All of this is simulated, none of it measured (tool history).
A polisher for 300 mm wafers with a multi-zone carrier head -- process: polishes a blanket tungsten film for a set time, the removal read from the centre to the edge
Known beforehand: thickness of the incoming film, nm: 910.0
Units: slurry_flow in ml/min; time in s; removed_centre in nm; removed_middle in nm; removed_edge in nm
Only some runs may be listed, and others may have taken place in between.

{"run": 1, "hour": 0.0, "slurry_flow": 285, "centre_zone": 1.0, "middle_zone": 1.0, "edge_zone": 1.0, "slurry_solids": 1.0, "time": 54, "removed_centre": 266.54, "removed_middle": 276.24, "removed_edge": 267.76}
{"run": 2, "hour": 6.7, "slurry_flow": 290, "centre_zone": 1.04, "middle_zone": 0.99, "edge_zone": 1.02, "slurry_solids": 1.1, "time": 55, "removed_centre": 292.62, "removed_middle": 279.5, "removed_edge": 289.65}
{"run": 3, "hour": 8.8, "slurry_flow": 320, "centre_zone": 1.04, "middle_zone": 0.99, "edge_zone": 1.02, "slurry_solids": 1.1, "time": 55, "removed_centre": 294.58, "removed_middle": 290.01, "removed_edge": 284.82}
{"run": 4, "hour": 10.2, "slurry_flow": 325, "centre_zone": 1.07, "middle_zone": 0.99, "edge_zone": 1.03, "slurry_solids": 1.2, "time": 55, "removed_centre": 321.97, "removed_middle": 300.89, "removed_edge": 299.58}
{"run": 5, "hour": 17.2, "slurry_flow": 325, "centre_zone": 1.09, "middle_zone": 0.99, "edge_zone": 1.05, "slurry_solids": 1.25, "time": 55, "removed_centre": 324.1, "removed_middle": 295.94, "removed_edge": 300.39}
{"run": 6, "hour": 19.7, "slurry_flow": 330, "centre_zone": 1.11, "middle_zone": 0.99, "edge_zone": 1.06, "slurry_solids": 1.3, "time": 56, "removed_centre": 339.51, "removed_middle": 307.9, "removed_edge": 316.25}
{"run": 7, "hour": 22.9, "slurry_flow": 335, "centre_zone": 1.13, "middle_zone": 0.98, "edge_zone": 1.06, "slurry_solids": 1.35, "time": 56, "removed_centre": 354.67, "removed_middle": 306.39, "removed_edge": 311.08}
{"run": 8, "hour": 24.4, "slurry_flow": 340, "centre_zone": 1.14, "middle_zone": 0.98, "edge_zone": 1.08, "slurry_solids": 1.4, "time": 56, "removed_centre": 353.24, "removed_middle": 314.1, "removed_edge": 323.18}
{"run": 9, "hour": 25.6, "slurry_flow": 345, "centre_zone": 1.15, "middle_zone": 0.97, "edge_zone": 1.08, "slurry_solids": 1.4, "time": 56, "removed_centre": 361.61, "removed_middle": 310.19, "removed_edge": 321.84}
{"run": 10, "hour": 33.6, "slurry_flow": 350, "centre_zone": 1.16, "middle_zone": 0.97, "edge_zone": 1.09, "slurry_solids": 1.4, "time": 56, "removed_centre": 364.01, "removed_middle": 312.73, "removed_edge": 316.85}

Run 11 has not been measured yet. What should we expect?
{"run": 11, "hour": 37.0, "slurry_flow": 345, "centre_zone": 1.16, "middle_zone": 0.96, "edge_zone": 1.09, "slurry_solids": 1.4, "time": 57, "removed_centre": "?", "removed_middle": "?", "removed_edge": "?"}

Run 11 gave removed_centre 368.64 nm, removed_middle 306.75 nm, removed_edge 332.31 nm.
